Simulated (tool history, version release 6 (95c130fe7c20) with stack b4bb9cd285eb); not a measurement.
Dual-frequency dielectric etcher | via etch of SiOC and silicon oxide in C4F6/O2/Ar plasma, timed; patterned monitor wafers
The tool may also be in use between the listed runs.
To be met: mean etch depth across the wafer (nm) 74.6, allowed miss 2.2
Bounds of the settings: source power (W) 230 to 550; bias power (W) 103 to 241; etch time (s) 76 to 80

run  hour  source power (W)  bias power (W)  etch time (s)  mean etch depth across the wafer (nm)
  1     0               390             172             76                                 88.019
  2   1.5               450             172             76                                 93.883
  3   4.7               450             172             76                                  93.85
  4  13.1               420             167             76                                 89.296
  5  15.6               420             192             76                                 95.321
  6    24               390             186             76                                 90.976
  7  26.1               370             181             76                                 86.956
  8    31               350             179             76                                 84.886
  9  32.4               330             177             76                                 83.039
 10  38.4               320             175             76                                 80.977
 11  42.4               310             174             76                                 79.256
 12  43.6               300             173             76                                 78.073
 13  51.8               260             166             76                                 71.356

Which of these 5 next moves meets every target?
  A    60               230             160           78.5                                      ?
  B    60               240             172             80                                      ?
  C    60               240             157           77.5                                      ?
  D    60               320             158             78                                      ?
  E    60               230             166           78.5                                      ?

move  mean etch depth across the wafer (nm)
   A                                 68.212
   B                                  73.41
   C                                 68.165
   D                                 78.901
   E                                 69.394
A: further off than the last run
B: meets every target
C: further off than the last run
D: takes the result that was furthest off past its target
E: further off than the last run
Answer: B

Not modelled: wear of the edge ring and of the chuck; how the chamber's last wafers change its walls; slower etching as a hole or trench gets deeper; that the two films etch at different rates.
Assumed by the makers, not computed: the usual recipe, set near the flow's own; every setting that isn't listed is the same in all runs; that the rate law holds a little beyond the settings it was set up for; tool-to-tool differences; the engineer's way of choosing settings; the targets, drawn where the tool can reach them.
